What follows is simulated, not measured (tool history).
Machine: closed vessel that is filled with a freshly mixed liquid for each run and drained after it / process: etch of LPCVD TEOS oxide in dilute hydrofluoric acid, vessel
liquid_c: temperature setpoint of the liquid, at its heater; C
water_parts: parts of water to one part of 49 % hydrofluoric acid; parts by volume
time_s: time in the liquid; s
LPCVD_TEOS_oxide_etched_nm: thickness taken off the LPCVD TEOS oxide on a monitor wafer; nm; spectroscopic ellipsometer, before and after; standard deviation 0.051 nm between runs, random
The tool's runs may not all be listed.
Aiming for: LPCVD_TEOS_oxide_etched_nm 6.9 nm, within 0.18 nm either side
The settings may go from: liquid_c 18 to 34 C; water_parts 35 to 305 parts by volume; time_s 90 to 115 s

run  hour  liquid_c  water_parts  time_s  LPCVD_TEOS_oxide_etched_nm
  1     0        26          170     115                      9.3303
  2   1.1      23.5          170     115                      8.5749
  3   5.3        22          170     115                      8.0578
  4   9.1        22          170      90                      6.3673
  5    10        22          115      90                      9.9653
  6  11.8        22          115      90                      9.9858
  7    20        21          125      90                      8.7851
  8  26.5        18          145      90                      6.5872
  9  28.5      18.5          145      90                      6.6304

Which one of the following 4 next-run settings gets every result inside its allowed miss? There is exactly one.
  A  30.5        18          165     105                           ?
  B  30.5        18          150     100                           ?
  C  30.5        19          155      90                           ?
  D  30.5        18          150      90                           ?

move  LPCVD_TEOS_oxide_etched_nm
   A                      6.5271
   B                      6.9495
   C                      6.2645
   D                      6.2546
A: the biggest miss grows against the last run
B: meets every target
C: the biggest miss grows against the last run
D: the biggest miss grows against the last run
B meets every target.

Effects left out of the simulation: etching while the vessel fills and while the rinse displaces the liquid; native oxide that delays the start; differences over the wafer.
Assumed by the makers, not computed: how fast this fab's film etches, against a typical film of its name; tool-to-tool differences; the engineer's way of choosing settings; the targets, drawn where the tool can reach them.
